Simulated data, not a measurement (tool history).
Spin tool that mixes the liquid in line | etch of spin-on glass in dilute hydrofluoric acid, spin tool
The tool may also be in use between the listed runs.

run	hour	temperature setpoint of the liquid (K)	parts of water to one part of 49 % hydrofluoric acid (parts by volume)	time under the liquid (s)	thickness taken off the spin-on glass on a monitor wafer (nm)
1	0.0	295.15	240	95	11.5630
2	3.5	295.15	280	95	9.5468
3	5.4	297.15	240	95	12.4980
4	6.0	297.15	240	105	13.7420
5	9.3	297.15	325	105	9.3663
6	11.6	298.65	275	105	12.2910
7	17.5	299.65	235	105	15.5020
8	21.4	303.15	140	105	32.8700
9	29.4	301.65	140	105	31.3920

Run 10 comes next. What will it give?
10	34.4	300.15	140	105	?

Run 10 gave thickness taken off the spin-on glass on a monitor wafer (nm) 29.4110.
